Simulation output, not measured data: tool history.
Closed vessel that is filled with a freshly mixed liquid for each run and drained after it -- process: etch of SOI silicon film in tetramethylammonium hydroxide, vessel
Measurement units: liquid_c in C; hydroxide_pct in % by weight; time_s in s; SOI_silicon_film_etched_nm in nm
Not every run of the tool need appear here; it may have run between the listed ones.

Run 1, hour 0: liquid_c 67 C, hydroxide_pct 13.5 % by weight, time_s 105 s. Result: SOI_silicon_film_etched_nm 474.51 nm.
Run 2, hour 6.4: liquid_c 67 C, hydroxide_pct 13.5 % by weight, time_s 105 s. Result: SOI_silicon_film_etched_nm 484.91 nm.
Run 3, hour 7.4: liquid_c 64.5 C, hydroxide_pct 13.5 % by weight, time_s 105 s. Result: SOI_silicon_film_etched_nm 417.43 nm.
Run 4, hour 14.7: liquid_c 64.5 C, hydroxide_pct 13.5 % by weight, time_s 105 s. Result: SOI_silicon_film_etched_nm 415.88 nm.
Run 5, hour 22.7: liquid_c 68 C, hydroxide_pct 13.5 % by weight, time_s 105 s. Result: SOI_silicon_film_etched_nm 508.68 nm.
Run 6, hour 23.5: liquid_c 68 C, hydroxide_pct 16 % by weight, time_s 105 s. Result: SOI_silicon_film_etched_nm 472.6 nm.
Run 7, hour 25.7: liquid_c 61.5 C, hydroxide_pct 16.5 % by weight, time_s 105 s. Result: SOI_silicon_film_etched_nm 314.95 nm.
Run 8, hour 27: liquid_c 61 C, hydroxide_pct 16.5 % by weight, time_s 105 s. Result: SOI_silicon_film_etched_nm 306.68 nm.
Run 9, hour 35: liquid_c 60.5 C, hydroxide_pct 16.5 % by weight, time_s 105 s. Result: SOI_silicon_film_etched_nm 300.61 nm.

What does the tool deliver on the next run?
Run 10, hour 42.2: liquid_c 60 C, hydroxide_pct 16.5 % by weight, time_s 105 s. Result: SOI_silicon_film_etched_nm ?.

{"run 10": {"SOI_silicon_film_etched_nm": 294.87}}
